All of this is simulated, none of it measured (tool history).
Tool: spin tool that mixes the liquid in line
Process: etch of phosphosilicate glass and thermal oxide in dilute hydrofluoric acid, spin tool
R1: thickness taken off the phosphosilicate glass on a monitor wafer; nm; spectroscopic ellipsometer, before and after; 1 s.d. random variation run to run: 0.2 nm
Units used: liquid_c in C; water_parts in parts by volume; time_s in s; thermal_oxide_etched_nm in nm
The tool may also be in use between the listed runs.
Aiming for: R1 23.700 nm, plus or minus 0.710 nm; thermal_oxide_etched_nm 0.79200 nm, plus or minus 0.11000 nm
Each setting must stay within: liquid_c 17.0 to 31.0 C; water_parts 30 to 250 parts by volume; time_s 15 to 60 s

Run 1, hour 0.0: liquid_c 23.0 C, water_parts 140 parts by volume, time_s 30 s. Result: R1 30.638 nm, thermal_oxide_etched_nm 1.05460 nm.
Run 2, hour 2.1: liquid_c 22.0 C, water_parts 140 parts by volume, time_s 30 s. Result: R1 29.545 nm, thermal_oxide_etched_nm 0.99690 nm.
Run 3, hour 8.1: liquid_c 22.0 C, water_parts 190 parts by volume, time_s 30 s. Result: R1 20.428 nm, thermal_oxide_etched_nm 0.65286 nm.
Run 4, hour 16.0: liquid_c 22.5 C, water_parts 190 parts by volume, time_s 30 s. Result: R1 21.335 nm, thermal_oxide_etched_nm 0.74910 nm.
Run 5, hour 22.8: liquid_c 22.5 C, water_parts 190 parts by volume, time_s 40 s. Result: R1 27.942 nm, thermal_oxide_etched_nm 0.90636 nm.
Run 6, hour 27.7: liquid_c 22.0 C, water_parts 190 parts by volume, time_s 40 s. Result: R1 27.340 nm, thermal_oxide_etched_nm 0.94383 nm.
Run 7, hour 34.8: liquid_c 22.0 C, water_parts 190 parts by volume, time_s 40 s. Result: R1 27.352 nm, thermal_oxide_etched_nm 0.88694 nm.
Run 8, hour 40.5: liquid_c 21.5 C, water_parts 190 parts by volume, time_s 40 s. Result: R1 27.237 nm, thermal_oxide_etched_nm 0.88800 nm.

4 next moves are on the table. One of them brings every result within its allowed miss. Which?
Run A, hour 46.2: liquid_c 20.0 C, water_parts 240 parts by volume, time_s 50 s. Result: R1 ?, thermal_oxide_etched_nm ?.
Run B, hour 46.2: liquid_c 22.0 C, water_parts 225 parts by volume, time_s 40 s. Result: R1 ?, thermal_oxide_etched_nm ?.
Run C, hour 46.2: liquid_c 17.0 C, water_parts 210 parts by volume, time_s 50 s. Result: R1 ?, thermal_oxide_etched_nm ?.
Run D, hour 46.2: liquid_c 17.0 C, water_parts 205 parts by volume, time_s 60 s. Result: R1 ?, thermal_oxide_etched_nm ?.

move      R1  thermal_oxide_etched_nm
   A  23.840                  0.78574
   B  22.248                  0.73328
   C  24.941                  0.82202
   D  30.799                  1.01510
A: every result lands within tolerance
B: takes the result that was furthest off past its target
C: closes in on the targets versus the last run, not all within tolerance yet
D: the biggest miss grows against the last run
Correct choice: A, which meets every target
